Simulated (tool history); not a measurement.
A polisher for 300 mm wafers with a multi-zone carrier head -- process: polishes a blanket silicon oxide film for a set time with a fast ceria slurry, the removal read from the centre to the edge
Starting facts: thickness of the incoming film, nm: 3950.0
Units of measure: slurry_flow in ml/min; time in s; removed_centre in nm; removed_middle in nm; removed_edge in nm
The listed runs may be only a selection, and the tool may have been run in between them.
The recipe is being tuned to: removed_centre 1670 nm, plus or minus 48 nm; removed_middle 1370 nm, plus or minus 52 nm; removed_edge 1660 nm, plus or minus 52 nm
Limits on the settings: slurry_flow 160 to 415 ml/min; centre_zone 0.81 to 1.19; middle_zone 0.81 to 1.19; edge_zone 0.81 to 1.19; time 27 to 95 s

run	day	slurry_flow	centre_zone	middle_zone	edge_zone	time	removed_centre	removed_middle	removed_edge
1	0	265	1	1	1	61	1234.9	1166.1	1210.5
2	0.242	310	1	1	1	61	1246	1194.7	1213.9
3	0.392	310	1	1	0.92	61	1253.3	1180.5	1156.8
4	0.496	340	1	1	0.92	61	1261	1201.3	1183.9
5	0.738	345	1.01	0.99	0.95	62	1295.3	1217	1230.7
6	0.825	345	1.05	0.99	0.95	62	1337.2	1215.7	1226.2
7	1.158	345	1.06	0.98	0.97	63	1382.8	1226.7	1246.9
8	1.254	345	1.06	0.97	0.99	64	1395.2	1233.4	1296.7
9	1.521	345	1.07	0.96	1.01	65	1424.6	1231	1287.1
10	1.662	340	1.06	0.95	1.03	67	1477.2	1266.6	1339.7
11	1.708	350	0.98	0.85	1.13	77	1558.5	1340.2	1621.7
12	1.783	350	0.99	0.85	1.13	77	1571.9	1337.4	1649.6
13	1.821	350	1	0.85	1.13	77	1604.7	1309.9	1623.7
14	1.908	360	1.01	0.87	1.14	77	1597.6	1390.8	1635.9

Exactly one of the 5 candidate moves below puts every result within its allowed miss. Which one?
A	1.996	385	0.93	0.81	1.15	79	?	?	?
B	1.996	375	1.01	0.85	1.11	79	?	?	?
C	1.996	375	1.11	0.85	1.01	77	?	?	?
D	1.996	360	0.93	0.91	1.13	80	?	?	?
E	1.996	310	0.96	0.87	1.06	78	?	?	?

move	removed_centre	removed_middle	removed_edge
A	1541.3	1343.6	1689.6
B	1658.8	1390.1	1660.4
C	1763.8	1354.4	1555.9
D	1552.4	1478.7	1688.6
E	1534	1373.5	1586
A: moves away from the targets compared with the last run
B: meets every target
C: pushes the last run's worst result past its target
D: moves away from the targets compared with the last run
E: moves away from the targets compared with the last run
Answer: B
